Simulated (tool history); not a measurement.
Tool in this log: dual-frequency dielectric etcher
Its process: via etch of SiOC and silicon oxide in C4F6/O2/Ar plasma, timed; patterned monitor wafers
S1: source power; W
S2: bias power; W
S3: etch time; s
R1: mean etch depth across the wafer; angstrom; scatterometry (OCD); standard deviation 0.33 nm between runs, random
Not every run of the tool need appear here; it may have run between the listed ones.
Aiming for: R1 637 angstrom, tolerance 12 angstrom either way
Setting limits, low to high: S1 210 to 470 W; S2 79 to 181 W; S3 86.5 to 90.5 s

{"run": 1, "hour": 0.0, "S1": 340, "S2": 130, "S3": 86.5, "R1": 800.14}
{"run": 2, "hour": 6.9, "S1": 310, "S2": 121, "S3": 86.5, "R1": 759.7}
{"run": 3, "hour": 9.8, "S1": 310, "S2": 140, "S3": 86.5, "R1": 794.85}
{"run": 4, "hour": 11.3, "S1": 310, "S2": 132, "S3": 86.5, "R1": 786.73}
{"run": 5, "hour": 14.3, "S1": 310, "S2": 132, "S3": 86.5, "R1": 785.18}
{"run": 6, "hour": 17.8, "S1": 310, "S2": 132, "S3": 86.5, "R1": 784.41}
{"run": 7, "hour": 19.3, "S1": 280, "S2": 119, "S3": 86.5, "R1": 729.42}
{"run": 8, "hour": 21.7, "S1": 260, "S2": 113, "S3": 86.5, "R1": 701.85}
{"run": 9, "hour": 24.1, "S1": 250, "S2": 109, "S3": 86.5, "R1": 688.62}
{"run": 10, "hour": 25.4, "S1": 240, "S2": 105, "S3": 86.5, "R1": 660.37}
{"run": 11, "hour": 34.0, "S1": 230, "S2": 105, "S3": 86.5, "R1": 664.99}

Below are 4 possible settings for the next run. Only one of them brings all results inside the allowed miss of their targets. Which is it?
{"run": "A", "hour": 42.6, "S1": 260, "S2": 97, "S3": 89.5, "R1": "?"}
{"run": "B", "hour": 42.6, "S1": 250, "S2": 105, "S3": 90, "R1": "?"}
{"run": "C", "hour": 42.6, "S1": 210, "S2": 128, "S3": 89.5, "R1": "?"}
{"run": "D", "hour": 42.6, "S1": 210, "S2": 107, "S3": 86.5, "R1": "?"}

move=A R1=687.43
move=B R1=698.17
move=C R1=696.04
move=D R1=636.33
A: further off than the last run
B: further off than the last run
C: further off than the last run
D: hits every target within its allowed miss
So the answer is move D, the one that meets all the targets.
